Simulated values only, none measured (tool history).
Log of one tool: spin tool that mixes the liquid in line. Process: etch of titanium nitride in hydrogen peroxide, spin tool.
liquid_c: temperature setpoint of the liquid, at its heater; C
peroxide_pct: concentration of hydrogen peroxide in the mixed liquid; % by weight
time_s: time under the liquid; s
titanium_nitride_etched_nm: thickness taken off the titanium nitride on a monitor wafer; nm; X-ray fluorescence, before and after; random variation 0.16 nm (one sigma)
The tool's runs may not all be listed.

run 1 hour=0 | liquid_c=48 peroxide_pct=18 time_s=325 | titanium_nitride_etched_nm=7.3341
run 2 hour=8.1 | liquid_c=51 peroxide_pct=18 time_s=325 | titanium_nitride_etched_nm=9.2838
run 3 hour=12.7 | liquid_c=51 peroxide_pct=21 time_s=325 | titanium_nitride_etched_nm=9.3724
run 4 hour=20.9 | liquid_c=51 peroxide_pct=21 time_s=345 | titanium_nitride_etched_nm=10.036
run 5 hour=29.2 | liquid_c=52.5 peroxide_pct=21 time_s=345 | titanium_nitride_etched_nm=11.266
run 6 hour=36.3 | liquid_c=54 peroxide_pct=21 time_s=345 | titanium_nitride_etched_nm=12.508
run 7 hour=42.5 | liquid_c=55 peroxide_pct=21 time_s=345 | titanium_nitride_etched_nm=13.527
run 8 hour=44.1 | liquid_c=55.5 peroxide_pct=21 time_s=345 | titanium_nitride_etched_nm=13.972
run 9 hour=44.8 | liquid_c=55.5 peroxide_pct=21 time_s=345 | titanium_nitride_etched_nm=14.003
run 10 hour=53.5 | liquid_c=56 peroxide_pct=21 time_s=345 | titanium_nitride_etched_nm=14.526
run 11 hour=60.5 | liquid_c=56.5 peroxide_pct=21 time_s=345 | titanium_nitride_etched_nm=14.795
run 12 hour=66.8 | liquid_c=57 peroxide_pct=21 time_s=345 | titanium_nitride_etched_nm=15.248
-- hour=72.1 heated supply line repaired
run 13 hour=72.1 | liquid_c=57.5 peroxide_pct=21 time_s=345 | titanium_nitride_etched_nm=19.419
run 14 hour=76.7 | liquid_c=57 peroxide_pct=21 time_s=345 | titanium_nitride_etched_nm=18.79

Forecast run 15:
run 15 hour=82.3 | liquid_c=56.5 peroxide_pct=21 time_s=345 | titanium_nitride_etched_nm=?

{"run 15": {"titanium_nitride_etched_nm": 18.148}}
